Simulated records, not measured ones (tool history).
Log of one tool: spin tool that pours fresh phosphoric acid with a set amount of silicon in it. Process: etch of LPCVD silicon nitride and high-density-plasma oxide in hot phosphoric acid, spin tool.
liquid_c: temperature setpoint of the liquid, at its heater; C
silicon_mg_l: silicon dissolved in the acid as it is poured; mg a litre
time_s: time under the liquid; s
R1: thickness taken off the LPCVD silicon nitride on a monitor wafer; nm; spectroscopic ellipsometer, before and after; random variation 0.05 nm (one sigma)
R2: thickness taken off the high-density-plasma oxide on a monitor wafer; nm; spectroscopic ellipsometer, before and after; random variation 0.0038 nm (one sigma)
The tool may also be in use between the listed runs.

run 1 hour=0.0 | liquid_c=164 silicon_mg_l=26.5 time_s=120 | R1=13.3820 R2=0.268390
run 2 hour=2.9 | liquid_c=163 silicon_mg_l=33.0 time_s=90 | R1=9.5605 R2=0.130280
run 3 hour=6.2 | liquid_c=162 silicon_mg_l=35.0 time_s=75 | R1=7.8106 R2=0.088842
run 4 hour=8.2 | liquid_c=161 silicon_mg_l=35.0 time_s=75 | R1=7.5293 R2=0.103820
run 5 hour=9.6 | liquid_c=161 silicon_mg_l=27.0 time_s=75 | R1=7.6600 R2=0.122300
run 6 hour=16.6 | liquid_c=161 silicon_mg_l=27.0 time_s=45 | R1=4.5478 R2=0.079000
run 7 hour=20.5 | liquid_c=161 silicon_mg_l=33.0 time_s=45 | R1=4.5617 R2=0.060907

Forecast run 8:
run 8 hour=26.9 | liquid_c=163 silicon_mg_l=49.5 time_s=55 | R1=? R2=?

{"run 8": {"R1": 5.8616, "R2": 0.037977}}
